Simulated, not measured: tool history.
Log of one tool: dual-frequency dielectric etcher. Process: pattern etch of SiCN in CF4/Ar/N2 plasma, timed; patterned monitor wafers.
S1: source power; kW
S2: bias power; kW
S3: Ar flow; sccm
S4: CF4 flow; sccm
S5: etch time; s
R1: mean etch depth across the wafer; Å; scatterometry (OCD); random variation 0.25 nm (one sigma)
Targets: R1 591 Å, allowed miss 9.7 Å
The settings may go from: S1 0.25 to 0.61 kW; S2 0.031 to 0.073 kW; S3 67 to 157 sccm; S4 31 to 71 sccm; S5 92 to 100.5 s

{"run": 1, "hour": 0.0, "S1": 0.43, "S2": 0.052, "S3": 112, "S4": 51, "S5": 100.5, "R1": 667.31}
{"run": 2, "hour": 4.5, "S1": 0.48, "S2": 0.052, "S3": 112, "S4": 51, "S5": 100.5, "R1": 759.88}
{"run": 3, "hour": 9.2, "S1": 0.45, "S2": 0.052, "S3": 112, "S4": 51, "S5": 100.5, "R1": 707.02}
{"run": 4, "hour": 15.2, "S1": 0.43, "S2": 0.052, "S3": 112, "S4": 51, "S5": 100.5, "R1": 671.93}
{"run": 5, "hour": 17.8, "S1": 0.41, "S2": 0.052, "S3": 112, "S4": 51, "S5": 100.5, "R1": 640.91}
{"run": 6, "hour": 25.2, "S1": 0.33, "S2": 0.052, "S3": 112, "S4": 51, "S5": 100.5, "R1": 504.26}
{"run": 7, "hour": 34.0, "S1": 0.35, "S2": 0.052, "S3": 112, "S4": 51, "S5": 100.5, "R1": 542.66}
{"run": 8, "hour": 36.8, "S1": 0.36, "S2": 0.052, "S3": 112, "S4": 51, "S5": 100.5, "R1": 555.47}
{"run": 9, "hour": 38.7, "S1": 0.37, "S2": 0.052, "S3": 112, "S4": 51, "S5": 100.5, "R1": 574.52}

5 next moves are on the table. One of them brings every result within its allowed miss. Which?
{"run": "A", "hour": 40.6, "S1": 0.42, "S2": 0.051, "S3": 117, "S4": 60, "S5": 93, "R1": "?"}
{"run": "B", "hour": 40.6, "S1": 0.45, "S2": 0.045, "S3": 115, "S4": 47, "S5": 93, "R1": "?"}
{"run": "C", "hour": 40.6, "S1": 0.41, "S2": 0.056, "S3": 114, "S4": 51, "S5": 94.5, "R1": "?"}
{"run": "D", "hour": 40.6, "S1": 0.37, "S2": 0.057, "S3": 105, "S4": 46, "S5": 100.5, "R1": "?"}
{"run": "E", "hour": 40.6, "S1": 0.44, "S2": 0.041, "S3": 94, "S4": 44, "S5": 96.5, "R1": "?"}

move=A R1=617.47
move=B R1=614.28
move=C R1=618.45
move=D R1=589.96
move=E R1=614.02
A: takes the result that was furthest off past its target
B: takes the result that was furthest off past its target
C: takes the result that was furthest off past its target
D: meets every target
E: takes the result that was furthest off past its target
Move D is the one to make.
